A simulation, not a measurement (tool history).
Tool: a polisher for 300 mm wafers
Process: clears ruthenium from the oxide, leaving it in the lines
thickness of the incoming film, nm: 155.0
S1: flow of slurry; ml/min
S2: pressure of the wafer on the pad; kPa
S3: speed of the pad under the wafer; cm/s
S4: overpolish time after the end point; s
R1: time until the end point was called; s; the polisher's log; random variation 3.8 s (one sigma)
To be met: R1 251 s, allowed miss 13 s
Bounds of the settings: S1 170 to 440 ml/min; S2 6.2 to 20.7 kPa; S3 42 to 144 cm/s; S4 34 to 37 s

{"run": 1, "hour": 0.0, "S1": 280, "S2": 13.1, "S3": 92, "S4": 34, "R1": 190.49}
{"run": 2, "hour": 4.7, "S1": 280, "S2": 13.1, "S3": 92, "S4": 37, "R1": 197.01}
{"run": 3, "hour": 10.0, "S1": 280, "S2": 13.1, "S3": 92, "S4": 37, "R1": 190.15}
{"run": 4, "hour": 13.9, "S1": 280, "S2": 15.9, "S3": 92, "S4": 37, "R1": 162.53}
{"run": 5, "hour": 22.7, "S1": 325, "S2": 15.9, "S3": 92, "S4": 37, "R1": 161.12}
{"run": 6, "hour": 26.2, "S1": 325, "S2": 15.9, "S3": 92, "S4": 37, "R1": 161.93}
{"run": 7, "hour": 32.2, "S1": 325, "S2": 15.9, "S3": 92, "S4": 37, "R1": 161.89}
{"run": 8, "hour": 39.2, "S1": 325, "S2": 15.2, "S3": 92, "S4": 37, "R1": 160.96}
{"run": 9, "hour": 46.7, "S1": 315, "S2": 14.5, "S3": 92, "S4": 37, "R1": 170.34}
{"run": 10, "hour": 47.7, "S1": 310, "S2": 13.8, "S3": 92, "S4": 37, "R1": 186.57}
{"run": 11, "hour": 55.5, "S1": 310, "S2": 13.1, "S3": 92, "S4": 37, "R1": 192.97}
{"run": 12, "hour": 59.7, "S1": 310, "S2": 12.4, "S3": 92, "S4": 37, "R1": 200.76}
{"run": 13, "hour": 68.0, "S1": 310, "S2": 11.7, "S3": 92, "S4": 37, "R1": 206.82}
{"run": 14, "hour": 75.0, "S1": 310, "S2": 11, "S3": 92, "S4": 37, "R1": 214.83}

Which of these 4 next moves meets every target?
{"run": "A", "hour": 82.0, "S1": 300, "S2": 10.3, "S3": 108, "S4": 36, "R1": "?"}
{"run": "B", "hour": 82.0, "S1": 320, "S2": 12.4, "S3": 90, "S4": 34, "R1": "?"}
{"run": "C", "hour": 82.0, "S1": 305, "S2": 13.1, "S3": 100, "S4": 37, "R1": "?"}
{"run": "D", "hour": 82.0, "S1": 310, "S2": 9.7, "S3": 88, "S4": 35, "R1": "?"}

move=A R1=203.6
move=B R1=203.96
move=C R1=178.14
move=D R1=257.63
A: further off than the last run
B: further off than the last run
C: further off than the last run
D: meets every target
Move D is the one to make.
